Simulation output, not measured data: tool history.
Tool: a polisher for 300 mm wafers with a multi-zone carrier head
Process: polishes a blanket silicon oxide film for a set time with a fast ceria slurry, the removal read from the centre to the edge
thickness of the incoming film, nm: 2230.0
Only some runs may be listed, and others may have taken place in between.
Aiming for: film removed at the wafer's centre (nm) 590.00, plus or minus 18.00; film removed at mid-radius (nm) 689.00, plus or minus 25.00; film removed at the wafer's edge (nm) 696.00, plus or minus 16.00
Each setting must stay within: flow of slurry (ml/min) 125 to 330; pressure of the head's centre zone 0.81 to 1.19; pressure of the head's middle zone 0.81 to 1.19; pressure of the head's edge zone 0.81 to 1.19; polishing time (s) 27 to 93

run    day  flow of slurry (ml/min)  pressure of the head's centre zone  pressure of the head's middle zone  pressure of the head's edge zone  polishing time (s)  film removed at the wafer's centre (nm)  film removed at mid-radius (nm)  film removed at the wafer's edge (nm)
  1  0.000                      210                                1.00                                1.00                              1.00                  59                                   889.62                           878.60                                 861.47
  2  0.246                      210                                1.00                                1.00                              1.00                  66                                   973.71                           986.76                                 964.98
  3  0.500                      175                                1.00                                1.00                              1.00                  66                                   955.45                           960.23                                 947.06
  4  0.838                      210                                1.00                                1.00                              1.00                  66                                   988.77                           978.97                                 963.15
  5  0.900                      210                                1.00                                1.00                              0.96                  66                                   975.77                           977.11                                 941.36
  6  1.229                      210                                1.00                                0.94                              0.96                  66                                   966.73                           944.69                                 943.34
  7  1.575                      200                                0.97                                0.93                              0.95                  64                                   891.77                           899.02                                 916.10
  8  1.650                      195                                0.95                                0.93                              0.94                  62                                   851.26                           865.62                                 877.83
  9  1.783                      185                                0.93                                0.93                              0.93                  60                                   796.88                           851.31                                 845.53
 10  1.892                      180                                0.92                                0.92                              0.92                  59                                   776.18                           810.97                                 822.60
 11  2.204                      175                                0.90                                0.92                              0.91                  58                                   732.30                           784.91                                 803.46
 12  2.288                      170                                0.89                                0.92                              0.90                  57                                   725.14                           766.70                                 778.65
 13  2.500                      170                                0.88                                0.93                              0.91                  56                                   705.72                           770.09                                 768.87
 14  2.850                      130                                0.81                                0.91                              0.90                  50                                   537.06                           625.41                                 651.56
 15  2.892                      140                                0.81                                0.91                              0.90                  50                                   541.92                           644.27                                 671.65
 16  3.117                      145                                0.81                                0.91                              0.90                  50                                   550.24                           654.94                                 673.48
 17  3.192                      150                                0.81                                0.91                              0.90                  50                                   561.24                           648.45                                 674.80
 18  3.279                      155                                0.81                                0.92                              0.90                  50                                   560.11                           683.21                                 669.22

Exactly one of the 5 candidate moves below puts every result within its allowed miss. Which one?
  A  3.367                      220                                0.82                                0.92                              0.97                  48                                        ?                                ?                                      ?
  B  3.367                      155                                0.84                                1.00                              0.87                  47                                        ?                                ?                                      ?
  C  3.367                      160                                0.90                                0.94                              0.84                  49                                        ?                                ?                                      ?
  D  3.367                      275                                0.85                                1.11                              1.00                  41                                        ?                                ?                                      ?
  E  3.367                      145                                0.83                                0.86                              0.89                  55                                        ?                                ?                                      ?

move  film removed at the wafer's centre (nm)  film removed at mid-radius (nm)  film removed at the wafer's edge (nm)
   A                                   583.75                           676.61                                 688.90
   B                                   546.52                           662.14                                 621.87
   C                                   615.31                           663.78                                 644.97
   D                                   534.10                           683.64                                 605.87
   E                                   620.61                           683.77                                 726.26
A: every result within its allowed miss
B: further off than the last run
C: further off than the last run
D: further off than the last run
E: the result that was furthest off in the last run now lies on the other side of its target
So the answer is move A, the one that meets all the targets.
